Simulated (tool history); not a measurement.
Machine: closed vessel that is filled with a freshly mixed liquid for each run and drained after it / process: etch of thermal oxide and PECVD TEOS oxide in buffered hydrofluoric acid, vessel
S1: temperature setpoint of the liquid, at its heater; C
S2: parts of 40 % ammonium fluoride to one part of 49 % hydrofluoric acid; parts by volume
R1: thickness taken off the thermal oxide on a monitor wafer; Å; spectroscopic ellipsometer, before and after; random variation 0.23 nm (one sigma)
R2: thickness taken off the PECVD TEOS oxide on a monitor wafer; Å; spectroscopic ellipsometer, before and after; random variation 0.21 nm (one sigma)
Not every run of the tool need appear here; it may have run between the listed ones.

{"run": 1, "hour": 0.0, "S1": 23, "S2": 17.5, "time in the liquid (s)": 60, "R1": 304.53, "R2": 494.62}
{"run": 2, "hour": 4.0, "S1": 23.5, "S2": 17.5, "time in the liquid (s)": 60, "R1": 314.46, "R2": 505.81}
{"run": 3, "hour": 7.9, "S1": 24, "S2": 17.5, "time in the liquid (s)": 60, "R1": 324.7, "R2": 522.33}
{"run": 4, "hour": 12.9, "S1": 24.5, "S2": 17.5, "time in the liquid (s)": 60, "R1": 333.21, "R2": 538.43}
{"run": 5, "hour": 21.9, "S1": 25, "S2": 17.5, "time in the liquid (s)": 60, "R1": 341.23, "R2": 550.68}
{"run": 6, "hour": 30.6, "S1": 25, "S2": 15.5, "time in the liquid (s)": 60, "R1": 382.21, "R2": 621.07}
{"hour": 32.9, "done": "thermometer replaced"}
{"run": 7, "hour": 32.9, "S1": 26, "S2": 15.5, "time in the liquid (s)": 60, "R1": 438.14, "R2": 708.68}

Estimate the outcome of run 8 from the log above:
{"run": 8, "hour": 42.2, "S1": 25.5, "S2": 15.5, "time in the liquid (s)": 60, "R1": "?", "R2": "?"}

R1: 426.46 Å
R2: 685.53 Å

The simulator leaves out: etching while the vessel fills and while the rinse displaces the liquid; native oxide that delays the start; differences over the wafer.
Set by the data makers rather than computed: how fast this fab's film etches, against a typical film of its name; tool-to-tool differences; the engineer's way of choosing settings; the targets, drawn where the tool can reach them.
